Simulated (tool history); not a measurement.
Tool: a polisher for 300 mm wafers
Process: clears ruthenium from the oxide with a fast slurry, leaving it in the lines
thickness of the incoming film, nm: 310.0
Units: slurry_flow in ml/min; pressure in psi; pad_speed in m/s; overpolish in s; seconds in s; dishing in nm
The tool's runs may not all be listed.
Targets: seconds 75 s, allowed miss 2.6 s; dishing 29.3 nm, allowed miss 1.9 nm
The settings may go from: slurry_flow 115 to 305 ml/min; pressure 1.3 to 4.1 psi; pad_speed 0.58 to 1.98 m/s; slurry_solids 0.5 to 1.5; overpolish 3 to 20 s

run	hour	slurry_flow	pressure	pad_speed	slurry_solids	overpolish	seconds	dishing
1	0	195	2.7	1.28	1	10	52.8	37.588
2	1.3	195	2.7	1.28	1	12	54.567	43.056
3	5.7	235	2.7	1.28	1	12	53.142	43.264
4	14.5	235	2.4	1.28	1	11	58.14	37.851
5	22.6	205	2.4	1.28	1	11	59.072	38.799
6	26.9	205	2.2	1.26	1	10	63.9	33.423
7	33	205	2.1	1.26	1	10	65.768	32.508
8	34.3	190	1.7	1.26	1	10	80.113	28.919
9	40.9	195	1.7	1.26	1	10	79.585	27.653
10	44.9	200	1.7	1.26	1	10	78.868	28.325
11	48.7	205	1.7	1.26	1	10	79.41	27.802

5 next moves are on the table. One of them brings every result within its allowed miss. Which?
A	52.5	255	2.6	0.94	0.9	8	?	?
B	52.5	220	1.9	1.18	1.05	10	?	?
C	52.5	200	1.8	1.18	0.95	10	?	?
D	52.5	190	1.4	1.24	1.05	10	?	?
E	52.5	240	1.8	1.16	0.9	10	?	?

move	seconds	dishing
A	73.044	25.219
B	74.337	29.822
C	81.423	27.713
D	91.006	25.288
E	83.224	27.223
A: brings the result that was furthest off to its target, and leaves another outside
B: meets every target
C: further off than the last run
D: further off than the last run
E: further off than the last run
Move B is the one to make.
